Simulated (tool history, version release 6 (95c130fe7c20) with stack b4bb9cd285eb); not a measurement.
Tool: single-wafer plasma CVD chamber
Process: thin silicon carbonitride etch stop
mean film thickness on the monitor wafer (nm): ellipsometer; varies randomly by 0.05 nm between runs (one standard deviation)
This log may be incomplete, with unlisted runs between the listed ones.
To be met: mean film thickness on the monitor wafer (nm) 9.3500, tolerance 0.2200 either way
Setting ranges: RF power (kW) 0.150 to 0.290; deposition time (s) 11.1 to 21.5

| run | hour | RF power (kW) | deposition time (s) | mean film thickness on the monitor wafer (nm) |
|---|---|---|---|---|
| 1 | 0.0 | 0.220 | 16.3 | 8.0484 |
| 2 | 4.1 | 0.245 | 16.3 | 8.2881 |
| 3 | 8.6 | 0.250 | 16.7 | 8.5586 |
| 4 | 13.3 | 0.250 | 14.6 | 7.5100 |
| 5 | 16.0 | 0.250 | 16.5 | 8.4675 |
| 6 | 19.7 | 0.270 | 16.5 | 8.5811 |
| 7 | 24.2 | 0.270 | 16.9 | 8.8041 |
| 8 | 29.5 | 0.270 | 17.2 | 8.9463 |
| 9 | 32.6 | 0.270 | 17.4 | 9.0567 |

4 next moves are on the table. One of them brings every result within its allowed miss. Which?
| A | 35.7 | 0.285 | 18.7 | ? |
| B | 35.7 | 0.290 | 17.6 | ? |
| C | 35.7 | 0.255 | 17.2 | ? |
| D | 35.7 | 0.280 | 17.0 | ? |

| move | mean film thickness on the monitor wafer (nm) |
|---|---|
| A | 9.9457 |
| B | 9.3993 |
| C | 8.9133 |
| D | 9.0039 |
A: takes the result that was furthest off past its target
B: every result lands within tolerance
C: lands further from the targets than the last run did
D: lands further from the targets than the last run did
Go with B: it meets all targets.
